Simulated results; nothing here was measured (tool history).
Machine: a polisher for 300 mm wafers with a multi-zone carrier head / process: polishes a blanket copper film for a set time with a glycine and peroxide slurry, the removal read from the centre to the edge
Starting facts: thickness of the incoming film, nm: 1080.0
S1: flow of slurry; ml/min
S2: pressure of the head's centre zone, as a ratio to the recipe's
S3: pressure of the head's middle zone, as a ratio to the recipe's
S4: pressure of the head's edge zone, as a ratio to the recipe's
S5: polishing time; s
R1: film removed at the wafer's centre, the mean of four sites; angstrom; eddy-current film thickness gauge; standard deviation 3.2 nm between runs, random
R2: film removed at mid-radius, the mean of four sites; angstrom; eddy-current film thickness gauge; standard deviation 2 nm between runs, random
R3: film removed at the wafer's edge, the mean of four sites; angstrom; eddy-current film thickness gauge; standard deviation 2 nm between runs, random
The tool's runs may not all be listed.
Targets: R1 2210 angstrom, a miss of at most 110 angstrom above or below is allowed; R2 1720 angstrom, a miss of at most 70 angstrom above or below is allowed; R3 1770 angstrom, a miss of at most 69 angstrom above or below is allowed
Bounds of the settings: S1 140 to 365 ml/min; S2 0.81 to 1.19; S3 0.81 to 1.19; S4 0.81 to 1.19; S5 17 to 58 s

run	hour	S1	S2	S3	S4	S5	R1	R2	R3
1	0	235	1	1	1	37	1457	1405.4	1375.9
2	7.9	235	0.96	1	1	37	1383.1	1434.9	1373.3
3	9.3	240	0.99	1.01	1.01	38	1468.8	1474.1	1374
4	10.6	240	0.99	1.01	1.01	32	1231.4	1224.4	1191.7
5	15.5	240	0.93	1.01	1.01	32	1158.4	1247.1	1182.3
6	17.6	240	0.93	0.95	1.01	32	1146.2	1201.6	1194.4
7	24.7	240	0.96	0.95	1.01	34	1254.8	1253	1270.8
8	28.9	240	0.99	0.95	1.01	36	1373.8	1343.5	1355.4
9	37.4	240	1.02	0.95	1.01	37	1500.3	1371.7	1380
10	45.9	240	1.03	0.95	1.01	38	1456.9	1393.1	1406.6
11	46.9	235	1.05	0.94	0.98	40	1648.8	1478.9	1452.5
12	47.5	250	1.15	0.93	1.08	47	2088.1	1735.1	1801.6

Exactly one of the 5 candidate moves below puts every result within its allowed miss. Which one?
A	48.1	220	1.19	0.93	1.01	48	?	?	?
B	48.1	325	1.19	1.07	0.85	47	?	?	?
C	48.1	315	1.16	1.03	0.96	48	?	?	?
D	48.1	230	1.18	1.02	1.02	48	?	?	?
E	48.1	220	1.19	1.11	1.02	48	?	?	?

move	R1	R2	R3
A	2175	1761.2	1753.7
B	2216.4	1983.3	1624.6
C	2201.3	1963.1	1752.1
D	2169.1	1894.3	1766.1
E	2177.4	2010.5	1758.4
A: every result within its allowed miss
B: corrects the largest miss of the last run, while another result sits out of spec
C: corrects the largest miss of the last run, while another result sits out of spec
D: corrects the largest miss of the last run, while another result sits out of spec
E: corrects the largest miss of the last run, while another result sits out of spec
A is the move that brings every result within its allowed miss.
